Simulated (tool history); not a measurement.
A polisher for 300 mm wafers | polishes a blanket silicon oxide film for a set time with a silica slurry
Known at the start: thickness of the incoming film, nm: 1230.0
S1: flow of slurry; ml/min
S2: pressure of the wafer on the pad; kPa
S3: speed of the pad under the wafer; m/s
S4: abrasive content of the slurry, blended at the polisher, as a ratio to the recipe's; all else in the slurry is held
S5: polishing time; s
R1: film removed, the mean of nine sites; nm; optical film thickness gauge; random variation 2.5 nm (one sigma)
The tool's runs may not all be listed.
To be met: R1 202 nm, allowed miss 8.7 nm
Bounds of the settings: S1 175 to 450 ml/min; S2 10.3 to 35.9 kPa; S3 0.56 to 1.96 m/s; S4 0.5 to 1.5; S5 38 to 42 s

{"run": 1, "day": 0.0, "S1": 290, "S2": 22.8, "S3": 1.26, "S4": 1, "S5": 42, "R1": 137.37}
{"run": 2, "day": 0.146, "S1": 290, "S2": 24.1, "S3": 1.26, "S4": 1, "S5": 42, "R1": 149.39}
{"run": 3, "day": 0.296, "S1": 290, "S2": 24.1, "S3": 1.12, "S4": 1, "S5": 42, "R1": 134.17}
{"run": 4, "day": 0.621, "S1": 290, "S2": 25.5, "S3": 1.12, "S4": 1, "S5": 42, "R1": 139.66}
{"run": 5, "day": 0.896, "S1": 290, "S2": 26.9, "S3": 1.12, "S4": 1, "S5": 42, "R1": 147.97}
{"run": 6, "day": 1.229, "S1": 290, "S2": 26.9, "S3": 1.12, "S4": 1, "S5": 38, "R1": 134.09}
{"run": 7, "day": 1.267, "S1": 290, "S2": 28.3, "S3": 1.14, "S4": 1, "S5": 38, "R1": 143.69}
{"run": 8, "day": 1.475, "S1": 290, "S2": 35.2, "S3": 1.18, "S4": 1, "S5": 38, "R1": 183.21}
{"run": 9, "day": 1.838, "S1": 290, "S2": 35.2, "S3": 1.2, "S4": 1, "S5": 38, "R1": 183.53}
{"run": 10, "day": 2.038, "S1": 290, "S2": 35.2, "S3": 1.22, "S4": 1, "S5": 38, "R1": 188.61}
{"run": 11, "day": 2.258, "S1": 290, "S2": 35.2, "S3": 1.24, "S4": 1, "S5": 38, "R1": 195.41}

Which of these 5 next moves meets every target?
{"run": "A", "day": 2.479, "S1": 340, "S2": 35.9, "S3": 1.12, "S4": 0.9, "S5": 42, "R1": "?"}
{"run": "B", "day": 2.479, "S1": 330, "S2": 33.8, "S3": 1.18, "S4": 1, "S5": 39, "R1": "?"}
{"run": "C", "day": 2.479, "S1": 305, "S2": 34.5, "S3": 1.44, "S4": 0.95, "S5": 38, "R1": "?"}
{"run": "D", "day": 2.479, "S1": 315, "S2": 35.9, "S3": 1.1, "S4": 0.9, "S5": 41, "R1": "?"}
{"run": "E", "day": 2.479, "S1": 285, "S2": 31, "S3": 1.3, "S4": 0.95, "S5": 39, "R1": "?"}

move=A R1=190.11
move=B R1=183.23
move=C R1=206.39
move=D R1=181.7
move=E R1=174.87
A: further off than the last run
B: further off than the last run
C: meets every target
D: further off than the last run
E: further off than the last run
Move C is the one to make.

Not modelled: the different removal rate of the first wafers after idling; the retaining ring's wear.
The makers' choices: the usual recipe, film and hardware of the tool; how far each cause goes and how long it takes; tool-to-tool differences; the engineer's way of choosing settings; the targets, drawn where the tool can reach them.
